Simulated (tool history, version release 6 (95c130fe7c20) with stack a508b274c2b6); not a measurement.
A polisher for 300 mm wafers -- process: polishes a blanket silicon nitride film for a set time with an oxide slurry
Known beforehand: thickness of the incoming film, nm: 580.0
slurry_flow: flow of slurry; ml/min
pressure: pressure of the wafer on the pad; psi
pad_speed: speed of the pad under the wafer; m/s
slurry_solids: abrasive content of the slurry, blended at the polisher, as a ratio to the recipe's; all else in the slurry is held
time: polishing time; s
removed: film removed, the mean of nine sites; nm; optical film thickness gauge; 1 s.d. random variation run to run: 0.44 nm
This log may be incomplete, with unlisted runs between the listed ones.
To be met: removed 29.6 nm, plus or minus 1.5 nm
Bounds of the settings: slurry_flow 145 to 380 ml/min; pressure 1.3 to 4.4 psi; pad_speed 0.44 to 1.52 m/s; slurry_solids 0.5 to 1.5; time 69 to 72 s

{"run": 1, "hour": 0.0, "slurry_flow": 245, "pressure": 2.8, "pad_speed": 0.98, "slurry_solids": 1, "time": 69, "removed": 40.267}
{"run": 2, "hour": 2.9, "slurry_flow": 190, "pressure": 2.8, "pad_speed": 0.98, "slurry_solids": 1, "time": 69, "removed": 38.276}
{"run": 3, "hour": 4.1, "slurry_flow": 190, "pressure": 2.6, "pad_speed": 0.98, "slurry_solids": 1, "time": 69, "removed": 35.675}
{"run": 4, "hour": 12.7, "slurry_flow": 190, "pressure": 2.6, "pad_speed": 0.98, "slurry_solids": 1, "time": 72, "removed": 37.676}
{"run": 5, "hour": 16.9, "slurry_flow": 190, "pressure": 2.4, "pad_speed": 0.98, "slurry_solids": 1, "time": 72, "removed": 35.517}
{"run": 6, "hour": 23.1, "slurry_flow": 190, "pressure": 2.4, "pad_speed": 1.14, "slurry_solids": 1, "time": 72, "removed": 38.668}
{"run": 7, "hour": 26.6, "slurry_flow": 190, "pressure": 2.2, "pad_speed": 1.14, "slurry_solids": 1, "time": 72, "removed": 36.526}
{"run": 8, "hour": 33.2, "slurry_flow": 190, "pressure": 2, "pad_speed": 1.14, "slurry_solids": 1, "time": 72, "removed": 31.709}

Which one of the following 4 next-run settings gets every result inside its allowed miss? There is exactly one.
{"run": "A", "hour": 39.8, "slurry_flow": 175, "pressure": 2.7, "pad_speed": 0.76, "slurry_solids": 1.2, "time": 72, "removed": "?"}
{"run": "B", "hour": 39.8, "slurry_flow": 280, "pressure": 1.8, "pad_speed": 1.14, "slurry_solids": 1.2, "time": 72, "removed": "?"}
{"run": "C", "hour": 39.8, "slurry_flow": 210, "pressure": 1.8, "pad_speed": 1.12, "slurry_solids": 1, "time": 72, "removed": "?"}
{"run": "D", "hour": 39.8, "slurry_flow": 190, "pressure": 1.6, "pad_speed": 1.12, "slurry_solids": 1.15, "time": 69, "removed": "?"}

move=A removed=35.107
move=B removed=33.282
move=C removed=28.744
move=D removed=26.243
A: the biggest miss grows against the last run
B: the biggest miss grows against the last run
C: all results land within tolerance of their targets
D: the result that was furthest off in the last run now lies on the other side of its target
Answer: C
